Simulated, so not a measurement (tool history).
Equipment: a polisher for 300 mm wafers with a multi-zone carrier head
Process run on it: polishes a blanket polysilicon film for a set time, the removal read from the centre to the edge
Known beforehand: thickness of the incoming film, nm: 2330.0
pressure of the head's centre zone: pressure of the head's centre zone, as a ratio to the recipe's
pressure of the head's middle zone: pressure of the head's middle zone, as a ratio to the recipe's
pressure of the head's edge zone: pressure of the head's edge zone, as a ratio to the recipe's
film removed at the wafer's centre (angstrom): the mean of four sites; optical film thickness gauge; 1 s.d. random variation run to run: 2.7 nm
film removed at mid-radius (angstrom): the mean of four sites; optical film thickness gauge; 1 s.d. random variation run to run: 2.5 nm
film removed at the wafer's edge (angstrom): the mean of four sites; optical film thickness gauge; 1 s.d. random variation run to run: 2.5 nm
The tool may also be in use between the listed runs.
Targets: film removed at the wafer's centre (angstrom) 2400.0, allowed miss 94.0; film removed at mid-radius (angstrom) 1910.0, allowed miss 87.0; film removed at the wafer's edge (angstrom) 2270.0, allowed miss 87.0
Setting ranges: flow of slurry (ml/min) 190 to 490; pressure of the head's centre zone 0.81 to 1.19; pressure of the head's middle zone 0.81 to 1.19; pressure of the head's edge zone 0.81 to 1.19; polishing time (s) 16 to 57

| run | hour | flow of slurry (ml/min) | pressure of the head's centre zone | pressure of the head's middle zone | pressure of the head's edge zone | polishing time (s) | film removed at the wafer's centre (angstrom) | film removed at mid-radius (angstrom) | film removed at the wafer's edge (angstrom) |
|---|---|---|---|---|---|---|---|---|---|
| 1 | 0.0 | 315 | 1.00 | 1.00 | 1.00 | 36 | 2743.4 | 2822.4 | 2838.7 |
| 2 | 4.6 | 315 | 1.01 | 0.97 | 1.00 | 35 | 2733.0 | 2592.3 | 2766.5 |
| 3 | 7.7 | 315 | 1.01 | 0.95 | 0.98 | 34 | 2653.3 | 2488.6 | 2628.9 |
| 4 | 13.9 | 315 | 1.01 | 1.03 | 0.98 | 34 | 2632.0 | 2655.4 | 2613.5 |
| 5 | 16.9 | 310 | 1.01 | 1.00 | 0.97 | 33 | 2509.9 | 2545.2 | 2509.5 |
| 6 | 19.9 | 310 | 1.02 | 0.97 | 0.97 | 32 | 2534.0 | 2392.1 | 2485.0 |
| 7 | 28.2 | 310 | 1.02 | 0.95 | 0.96 | 31 | 2435.5 | 2247.0 | 2367.3 |
| 8 | 31.9 | 310 | 1.02 | 0.93 | 0.96 | 31 | 2445.5 | 2245.3 | 2382.0 |
| 9 | 37.1 | 290 | 1.08 | 0.83 | 1.01 | 28 | 2318.5 | 1821.1 | 2182.8 |

Exercise: of the 5 proposed moves below, exactly one satisfies all targets within the stated allowed misses. Which move is it?
| A | 42.3 | 270 | 1.07 | 0.89 | 0.90 | 28 | ? | ? | ? |
| B | 42.3 | 280 | 1.00 | 0.89 | 1.00 | 29 | ? | ? | ? |
| C | 42.3 | 240 | 1.11 | 0.88 | 0.90 | 29 | ? | ? | ? |
| D | 42.3 | 280 | 1.12 | 0.81 | 1.06 | 27 | ? | ? | ? |
| E | 42.3 | 325 | 1.10 | 0.87 | 1.06 | 28 | ? | ? | ? |

| move | film removed at the wafer's centre (angstrom) | film removed at mid-radius (angstrom) | film removed at the wafer's edge (angstrom) |
|---|---|---|---|
| A | 2276.6 | 1916.5 | 2075.2 |
| B | 2213.0 | 1993.9 | 2265.9 |
| C | 2405.8 | 1936.5 | 2125.2 |
| D | 2308.2 | 1716.9 | 2173.0 |
| E | 2392.8 | 1918.1 | 2278.9 |
A: brings the result that was furthest off to its target, and leaves another outside
B: brings the result that was furthest off to its target, and leaves another outside
C: brings the result that was furthest off to its target, and leaves another outside
D: further off than the last run
E: meets every target
E meets every target.
